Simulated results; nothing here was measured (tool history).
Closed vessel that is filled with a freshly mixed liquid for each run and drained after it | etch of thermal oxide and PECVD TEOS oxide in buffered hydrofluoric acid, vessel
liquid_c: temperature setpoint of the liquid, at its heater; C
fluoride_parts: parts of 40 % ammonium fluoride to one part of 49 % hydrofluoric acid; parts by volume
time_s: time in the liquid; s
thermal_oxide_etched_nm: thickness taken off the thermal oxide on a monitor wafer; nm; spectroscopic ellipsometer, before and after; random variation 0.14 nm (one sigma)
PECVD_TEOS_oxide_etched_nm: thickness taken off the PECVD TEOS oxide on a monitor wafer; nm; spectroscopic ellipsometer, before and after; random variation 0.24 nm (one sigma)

Run 1, hour 0.0: liquid_c 24.0 C, fluoride_parts 17.5 parts by volume, time_s 60 s. Result: thermal_oxide_etched_nm 42.439 nm, PECVD_TEOS_oxide_etched_nm 81.508 nm.
Run 2, hour 6.7: liquid_c 22.0 C, fluoride_parts 20.5 parts by volume, time_s 60 s. Result: thermal_oxide_etched_nm 33.050 nm, PECVD_TEOS_oxide_etched_nm 63.022 nm.
Run 3, hour 8.7: liquid_c 22.0 C, fluoride_parts 23.0 parts by volume, time_s 60 s. Result: thermal_oxide_etched_nm 29.848 nm, PECVD_TEOS_oxide_etched_nm 58.380 nm.
Run 4, hour 14.7: liquid_c 20.5 C, fluoride_parts 24.0 parts by volume, time_s 55 s. Result: thermal_oxide_etched_nm 25.357 nm, PECVD_TEOS_oxide_etched_nm 48.256 nm.
Run 5, hour 20.2: liquid_c 20.5 C, fluoride_parts 27.5 parts by volume, time_s 55 s. Result: thermal_oxide_etched_nm 22.443 nm, PECVD_TEOS_oxide_etched_nm 42.496 nm.
Run 6, hour 25.0: liquid_c 19.5 C, fluoride_parts 28.0 parts by volume, time_s 50 s. Result: thermal_oxide_etched_nm 19.188 nm, PECVD_TEOS_oxide_etched_nm 36.946 nm.
Run 7, hour 33.8: liquid_c 19.0 C, fluoride_parts 28.0 parts by volume, time_s 50 s. Result: thermal_oxide_etched_nm 18.640 nm, PECVD_TEOS_oxide_etched_nm 35.681 nm.
Run 8, hour 40.9: liquid_c 18.5 C, fluoride_parts 28.0 parts by volume, time_s 50 s. Result: thermal_oxide_etched_nm 17.884 nm, PECVD_TEOS_oxide_etched_nm 35.003 nm.

Run 9 comes next. What will it give?
Run 9, hour 45.2: liquid_c 18.5 C, fluoride_parts 28.5 parts by volume, time_s 45 s. Result: thermal_oxide_etched_nm ?, PECVD_TEOS_oxide_etched_nm ?.

thermal_oxide_etched_nm: 15.943 nm
PECVD_TEOS_oxide_etched_nm: 30.741 nm
